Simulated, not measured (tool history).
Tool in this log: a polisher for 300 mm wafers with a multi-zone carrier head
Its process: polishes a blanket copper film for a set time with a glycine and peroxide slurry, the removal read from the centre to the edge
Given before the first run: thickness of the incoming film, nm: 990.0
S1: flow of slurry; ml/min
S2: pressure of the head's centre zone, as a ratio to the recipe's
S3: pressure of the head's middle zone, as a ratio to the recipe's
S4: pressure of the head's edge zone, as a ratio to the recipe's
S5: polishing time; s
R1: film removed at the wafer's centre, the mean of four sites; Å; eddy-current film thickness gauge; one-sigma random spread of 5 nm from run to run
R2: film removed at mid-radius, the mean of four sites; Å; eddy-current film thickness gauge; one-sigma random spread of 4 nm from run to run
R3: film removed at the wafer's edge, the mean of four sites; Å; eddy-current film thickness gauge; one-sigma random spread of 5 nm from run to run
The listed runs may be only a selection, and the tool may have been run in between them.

| run | day | S1 | S2 | S3 | S4 | S5 | R1 | R2 | R3 |
|---|---|---|---|---|---|---|---|---|---|
| 1 | 0 | 185 | 1 | 1 | 1 | 53 | 2975.9 | 3117.3 | 3007 |
| 2 | 0.171 | 195 | 1.03 | 0.99 | 1.04 | 57 | 3370.8 | 3299.7 | 3350.1 |
| 3 | 0.196 | 205 | 1.05 | 1 | 1.07 | 60 | 3637.9 | 3550 | 3602.5 |
| 4 | 0.304 | 210 | 1.07 | 1 | 1.09 | 62 | 3825.4 | 3653.7 | 3795.8 |
| 5 | 0.629 | 220 | 1.09 | 1 | 1.11 | 64 | 3977.4 | 3825.8 | 3867.6 |
| 6 | 0.817 | 215 | 1.1 | 0.98 | 1.12 | 66 | 4221.3 | 3916.7 | 4066.5 |

Run 7 is up next; what results do you expect?
| 7 | 1.033 | 215 | 1.11 | 0.97 | 1.13 | 67 | ? | ? | ? |

R1: 4303 Å
R2: 3861.3 Å
R3: 4180.6 Å

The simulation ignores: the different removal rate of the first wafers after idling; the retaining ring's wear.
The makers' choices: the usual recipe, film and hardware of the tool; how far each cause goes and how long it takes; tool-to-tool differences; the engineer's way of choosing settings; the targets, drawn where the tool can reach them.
